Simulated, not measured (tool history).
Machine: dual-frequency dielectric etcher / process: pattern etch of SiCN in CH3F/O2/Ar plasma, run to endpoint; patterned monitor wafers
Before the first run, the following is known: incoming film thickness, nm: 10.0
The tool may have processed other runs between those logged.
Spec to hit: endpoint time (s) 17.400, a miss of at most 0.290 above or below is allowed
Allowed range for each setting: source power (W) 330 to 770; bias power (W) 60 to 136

run	day	source power (W)	bias power (W)	endpoint time (s)
1	0.000	550	98	21.532
2	0.096	550	85	22.296
3	0.429	490	85	24.035
4	0.558	530	86	22.759
5	0.875	570	87	21.798
6	1.188	600	88	21.315
7	1.492	630	91	20.482
8	1.833	650	93	19.914
9	1.921	670	94	19.542
10	2.067	670	94	19.501
11	2.342	680	95	19.410
12	2.467	690	97	19.191

Of the 5 settings listed for the next run, only one would bring every result within its allowed miss of target. Which one?
A	2.592	530	100	?
B	2.592	770	108	?
C	2.592	710	105	?
D	2.592	740	75	?
E	2.592	540	101	?

move	endpoint time (s)
A	21.930
B	17.565
C	18.448
D	19.772
E	21.631
A: misses by more than the last run did
B: every result within its allowed miss
C: closer than the last run, but not yet in spec
D: misses by more than the last run did
E: misses by more than the last run did
The move that meets every target is B.

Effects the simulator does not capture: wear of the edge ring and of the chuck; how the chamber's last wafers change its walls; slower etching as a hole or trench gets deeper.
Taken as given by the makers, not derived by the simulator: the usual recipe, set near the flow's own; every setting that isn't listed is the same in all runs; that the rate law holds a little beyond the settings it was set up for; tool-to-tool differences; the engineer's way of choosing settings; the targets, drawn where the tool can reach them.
